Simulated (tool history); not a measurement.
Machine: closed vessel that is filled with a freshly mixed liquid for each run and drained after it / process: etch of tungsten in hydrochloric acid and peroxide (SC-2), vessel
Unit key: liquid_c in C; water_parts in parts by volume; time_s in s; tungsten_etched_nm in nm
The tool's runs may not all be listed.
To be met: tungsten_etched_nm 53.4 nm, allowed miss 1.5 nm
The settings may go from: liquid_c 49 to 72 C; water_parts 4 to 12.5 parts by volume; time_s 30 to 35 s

run,hour,liquid_c,water_parts,time_s,tungsten_etched_nm
1,0,65,7,35,46.857
2,6.3,65.5,7,35,48.283
3,11.3,65.5,7,30,42.128
4,13.4,65.5,9.5,30,32.683
5,20.8,66.5,9.5,30,34.076
6,27.6,62.5,9.5,30,27.248
7,36,62.5,9.5,30,26.842
8,44.6,64,9.5,30,30.003

4 candidate next runs follow, results not yet known. Just one meets every target within its allowed miss. Identify it.
A,53.2,60,12.5,30,?
B,53.2,64.5,7.5,35,?
C,53.2,54.5,12.5,30,?
D,53.2,69.5,8.5,35,?

move,tungsten_etched_nm
A,18.549
B,43.64
C,13.061
D,53.345
A: misses by more than the last run did
B: better than the last run, though not everything is in spec
C: misses by more than the last run did
D: all results in spec
D is the move that brings every result within its allowed miss.

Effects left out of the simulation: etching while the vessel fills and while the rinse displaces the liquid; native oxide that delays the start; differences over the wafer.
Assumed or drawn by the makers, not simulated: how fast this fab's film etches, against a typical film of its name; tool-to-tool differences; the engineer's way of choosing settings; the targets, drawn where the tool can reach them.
